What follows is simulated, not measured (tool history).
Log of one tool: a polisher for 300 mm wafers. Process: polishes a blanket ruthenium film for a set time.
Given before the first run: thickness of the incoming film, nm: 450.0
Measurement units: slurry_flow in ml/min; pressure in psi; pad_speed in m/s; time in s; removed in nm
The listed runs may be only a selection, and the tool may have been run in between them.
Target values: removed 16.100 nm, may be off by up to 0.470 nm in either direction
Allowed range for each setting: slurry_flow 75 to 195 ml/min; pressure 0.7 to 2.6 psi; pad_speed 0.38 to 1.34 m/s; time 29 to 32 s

run  hour  slurry_flow  pressure  pad_speed  time  removed
  1   0.0          125       1.6       0.86    32   24.893
  2   1.0          125       1.6       0.86    32   24.796
  3   2.3          120       1.5       0.86    32   22.924
  4   8.0          120       1.5       0.94    32   24.956
  5  13.4          145       1.5       0.94    32   25.735
  6  15.4          145       1.4       0.94    32   23.923
  7  23.9          145       1.3       0.94    32   22.492
  8  31.8          145       1.2       0.94    32   20.846
  9  37.6          140       1.1       0.94    32   18.856
 10  42.7          135       1.1       0.94    32   18.850
 11  43.9          130       1.1       0.94    32   18.672
 12  52.0          125       1.1       0.94    32   18.404
 13  57.7          120       1.1       0.94    32   18.387
 14  61.1          100       0.9       0.94    32   14.842
 15  63.8          100       0.9       0.94    32   14.794
 16  64.8          130       1.0       0.94    32   17.021
 17  65.4          125       1.0       0.94    32   17.034
 18  72.1          120       1.0       0.94    32   16.998
 19  80.8          115       1.0       0.94    32   16.828

Pick the move, out of 5, that brings all results within their allowed miss; only one does.
  A  89.5          115       1.1       1.04    29        ?
  B  89.5          105       1.1       0.90    32        ?
  C  89.5          110       1.0       1.04    31        ?
  D  89.5          105       1.1       0.94    31        ?
  E  89.5           85       1.0       1.06    29        ?

move  removed
   A   18.367
   B   17.651
   C   17.794
   D   17.739
   E   16.169
A: lands further from the targets than the last run did
B: lands further from the targets than the last run did
C: lands further from the targets than the last run did
D: lands further from the targets than the last run did
E: each result inside its tolerance
Move E is the one to make.
